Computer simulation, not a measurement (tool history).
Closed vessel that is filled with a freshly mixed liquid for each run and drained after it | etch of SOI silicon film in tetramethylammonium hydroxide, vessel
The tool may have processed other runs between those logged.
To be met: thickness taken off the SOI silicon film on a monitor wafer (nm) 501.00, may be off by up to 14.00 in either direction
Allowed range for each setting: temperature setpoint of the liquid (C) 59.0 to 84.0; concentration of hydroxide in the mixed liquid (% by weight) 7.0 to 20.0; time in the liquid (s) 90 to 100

run,hour,temperature setpoint of the liquid (C),concentration of hydroxide in the mixed liquid (% by weight),time in the liquid (s),thickness taken off the SOI silicon film on a monitor wafer (nm)
1,0.0,72.0,13.5,90,630.26
2,3.9,72.0,16.5,90,575.50
3,7.1,72.0,14.0,90,618.81
4,9.9,72.0,14.0,90,617.56
5,11.4,72.0,14.0,100,686.63
6,18.6,75.5,14.0,100,835.45
7,24.7,74.0,14.0,100,768.60
8,28.2,73.0,14.0,100,725.26

Exercise: of the 4 proposed moves below, exactly one satisfies all targets within the stated allowed misses. Which move is it?
A,31.7,71.0,16.5,90,?
B,31.7,67.5,11.0,90,?
C,31.7,79.5,13.0,100,?
D,31.7,68.5,16.5,95,?

move,thickness taken off the SOI silicon film on a monitor wafer (nm)
A,542.64
B,524.54
C,1086.50
D,494.50
A: closes in on the targets versus the last run, not all within tolerance yet
B: closes in on the targets versus the last run, not all within tolerance yet
C: misses by more than the last run did
D: every result lands within tolerance
D is the move that brings every result within its allowed miss.

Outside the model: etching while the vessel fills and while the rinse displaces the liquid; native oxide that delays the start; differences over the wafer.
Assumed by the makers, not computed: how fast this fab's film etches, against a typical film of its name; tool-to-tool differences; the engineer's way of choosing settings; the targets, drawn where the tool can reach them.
